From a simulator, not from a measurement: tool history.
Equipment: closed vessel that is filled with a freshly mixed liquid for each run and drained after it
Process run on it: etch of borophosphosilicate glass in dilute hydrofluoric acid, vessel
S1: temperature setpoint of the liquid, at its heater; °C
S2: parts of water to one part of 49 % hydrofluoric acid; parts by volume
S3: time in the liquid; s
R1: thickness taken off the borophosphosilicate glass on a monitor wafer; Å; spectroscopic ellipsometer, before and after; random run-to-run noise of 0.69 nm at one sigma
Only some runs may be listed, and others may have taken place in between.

run 1 day=0.000 | S1=21.0 S2=205 S3=755 | R1=902.82
run 2 day=0.062 | S1=22.0 S2=205 S3=755 | R1=932.23
run 3 day=0.396 | S1=22.5 S2=205 S3=755 | R1=948.26
run 4 day=0.758 | S1=22.5 S2=205 S3=755 | R1=955.87
run 5 day=0.779 | S1=23.0 S2=205 S3=755 | R1=968.61
run 6 day=1.042 | S1=24.5 S2=205 S3=755 | R1=1017.90
run 7 day=1.342 | S1=25.0 S2=205 S3=755 | R1=1042.70

Run 8 is up next; what results do you expect?
run 8 day=1.638 | S1=25.5 S2=205 S3=755 | R1=?

Run 8 gave R1 1071.30 Å.
